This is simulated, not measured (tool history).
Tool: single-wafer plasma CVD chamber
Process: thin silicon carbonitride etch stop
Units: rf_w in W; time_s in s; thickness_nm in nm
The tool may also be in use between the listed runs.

run,hour,rf_w,time_s,thickness_nm
1,0,225,14.4,7.8828
2,6.6,225,13.5,7.4372
3,10.3,205,13.5,7.2127
4,14.9,215,13.8,7.5775
5,22.5,220,14.1,7.6925
6,25,195,14.1,7.499
7,33.5,200,14.4,7.6702

Forecast run 8:
8,37.4,210,14.6,?

thickness_nm: 7.9508 nm
